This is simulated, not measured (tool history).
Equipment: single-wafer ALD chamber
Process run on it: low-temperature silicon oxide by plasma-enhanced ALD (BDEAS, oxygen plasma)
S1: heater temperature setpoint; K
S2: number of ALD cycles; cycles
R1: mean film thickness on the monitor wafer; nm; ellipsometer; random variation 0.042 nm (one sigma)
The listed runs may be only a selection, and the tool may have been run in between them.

run 1 day=0 | S1=388.15 S2=58 | R1=8.0871
run 2 day=0.079 | S1=387.15 S2=60 | R1=8.334
run 3 day=0.375 | S1=391.15 S2=60 | R1=8.3685
run 4 day=0.475 | S1=391.15 S2=61 | R1=8.4956
run 5 day=0.546 | S1=399.15 S2=61 | R1=8.3163
run 6 day=0.667 | S1=399.15 S2=57 | R1=7.7904

Predict the results of run 7:
run 7 day=0.858 | S1=398.15 S2=59 | R1=?

R1: 8.1213 nm

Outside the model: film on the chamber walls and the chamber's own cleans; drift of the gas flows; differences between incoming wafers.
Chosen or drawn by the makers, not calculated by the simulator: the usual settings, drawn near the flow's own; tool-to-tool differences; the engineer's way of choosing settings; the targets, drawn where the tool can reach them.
